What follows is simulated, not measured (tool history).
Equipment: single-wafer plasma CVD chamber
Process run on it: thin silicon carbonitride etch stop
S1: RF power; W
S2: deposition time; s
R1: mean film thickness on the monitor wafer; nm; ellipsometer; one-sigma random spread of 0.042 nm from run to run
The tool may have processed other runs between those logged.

| run | hour | S1 | S2 | R1 |
|---|---|---|---|---|
| 1 | 0 | 165 | 22.6 | 11.386 |
| 2 | 6 | 185 | 22.6 | 11.804 |
| 3 | 8.9 | 185 | 23.7 | 12.333 |
| 4 | 15.8 | 185 | 24.9 | 12.89 |
| 5 | 24.4 | 185 | 22.9 | 11.93 |
| 6 | 29 | 185 | 26 | 13.577 |
| 7 | 30.6 | 185 | 26 | 13.622 |
| 8 | 38.2 | 160 | 22.4 | 11.284 |
| 9 | 43.4 | 150 | 21 | 10.309 |
| 10 | 44.7 | 140 | 20.5 | 9.8272 |

Run 11 comes next. What will it give?
| 11 | 49.9 | 130 | 20.3 | ? |

Run 11 yielded R1 9.4749 nm.
